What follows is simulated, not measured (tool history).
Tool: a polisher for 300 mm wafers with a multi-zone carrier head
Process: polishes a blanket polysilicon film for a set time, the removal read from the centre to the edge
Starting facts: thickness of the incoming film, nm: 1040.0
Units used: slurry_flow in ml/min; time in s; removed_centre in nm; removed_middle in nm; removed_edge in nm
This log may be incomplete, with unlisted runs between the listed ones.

run	hour	slurry_flow	centre_zone	middle_zone	edge_zone	time	removed_centre	removed_middle	removed_edge
1	0	150	1	1	1	34	388.26	388.21	400.9
2	2.8	150	1	0.96	1	34	394.84	378.19	401.11
3	4.7	150	1	0.96	0.96	34	391.21	385.61	394.17
4	5.8	130	0.99	0.91	0.94	28	312.95	292.79	315.24
5	8.5	100	0.99	0.91	0.94	28	287.75	257.84	303.65
6	12.8	100	0.99	0.91	0.94	25	247.51	246.72	268.12
7	16.5	100	0.99	0.91	0.94	25	255.84	240.98	270.33
8	17.4	95	1	0.89	0.93	23	228.77	214.87	242.96

What does the tool deliver on the next run?
9	20.8	90	1.05	0.81	0.83	20	?	?	?

removed_centre: 209.04 nm
removed_middle: 165.58 nm
removed_edge: 199.27 nm
